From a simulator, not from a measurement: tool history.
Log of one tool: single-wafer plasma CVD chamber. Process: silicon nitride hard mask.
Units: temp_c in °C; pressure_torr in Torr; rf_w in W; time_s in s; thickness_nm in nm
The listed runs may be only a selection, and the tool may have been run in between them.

Run 1, hour 0.0: temp_c 400 °C, pressure_torr 1.79 Torr, rf_w 315 W, time_s 36.5 s. Result: thickness_nm 45.256 nm.
Run 2, hour 6.2: temp_c 400 °C, pressure_torr 2.02 Torr, rf_w 315 W, time_s 36.5 s. Result: thickness_nm 45.854 nm.
Run 3, hour 9.4: temp_c 405 °C, pressure_torr 2.02 Torr, rf_w 315 W, time_s 36.5 s. Result: thickness_nm 45.477 nm.
Run 4, hour 16.8: temp_c 405 °C, pressure_torr 2.02 Torr, rf_w 315 W, time_s 36.5 s. Result: thickness_nm 46.041 nm.
Run 5, hour 25.1: temp_c 405 °C, pressure_torr 1.92 Torr, rf_w 290 W, time_s 36.1 s. Result: thickness_nm 41.191 nm.
Run 6, hour 30.8: temp_c 405 °C, pressure_torr 1.92 Torr, rf_w 290 W, time_s 34.6 s. Result: thickness_nm 39.436 nm.

Run 7 has not been measured yet. What should we expect?
Run 7, hour 33.7: temp_c 405 °C, pressure_torr 1.92 Torr, rf_w 290 W, time_s 34.6 s. Result: thickness_nm ?.

{"run 7": {"thickness_nm": 39.801}}
